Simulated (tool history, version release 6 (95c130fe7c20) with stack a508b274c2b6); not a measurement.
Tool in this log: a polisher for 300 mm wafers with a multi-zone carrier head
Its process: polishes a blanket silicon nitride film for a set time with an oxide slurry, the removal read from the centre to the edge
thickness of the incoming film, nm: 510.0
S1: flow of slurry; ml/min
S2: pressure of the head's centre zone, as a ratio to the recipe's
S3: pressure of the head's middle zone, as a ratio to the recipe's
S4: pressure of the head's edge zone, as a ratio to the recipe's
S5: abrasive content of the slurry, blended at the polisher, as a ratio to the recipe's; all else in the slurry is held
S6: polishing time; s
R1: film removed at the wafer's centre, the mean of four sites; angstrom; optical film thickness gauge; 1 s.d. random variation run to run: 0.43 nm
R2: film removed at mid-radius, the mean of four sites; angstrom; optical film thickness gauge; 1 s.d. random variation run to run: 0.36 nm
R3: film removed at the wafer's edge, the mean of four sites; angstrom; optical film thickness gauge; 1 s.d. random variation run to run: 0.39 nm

run	hour	S1	S2	S3	S4	S5	S6	R1	R2	R3
1	0.0	275	1.00	1.00	1.00	1.00	57	411.54	403.86	405.92
2	5.4	250	1.00	1.00	1.00	1.00	57	410.86	403.04	407.94
3	13.8	250	1.07	1.00	1.00	1.00	57	427.64	403.22	405.48
4	21.5	250	1.07	1.00	0.94	1.00	57	434.41	401.61	397.21
5	29.6	250	1.07	1.00	0.94	1.00	70	537.21	491.07	481.07
6	30.9	250	1.07	1.00	0.94	1.00	58	442.94	409.45	403.11
7	34.1	250	1.03	1.06	0.99	1.05	58	432.63	446.07	417.26
8	38.7	250	1.01	1.09	1.03	1.05	58	428.24	446.41	425.68
9	45.7	255	0.98	1.12	1.04	1.10	58	417.72	470.72	444.60

The next listed run, before its measurement:
10	53.9	265	0.97	1.14	1.04	1.10	58	?	?	?

R1: 422.77 angstrom
R2: 474.82 angstrom
R3: 448.39 angstrom
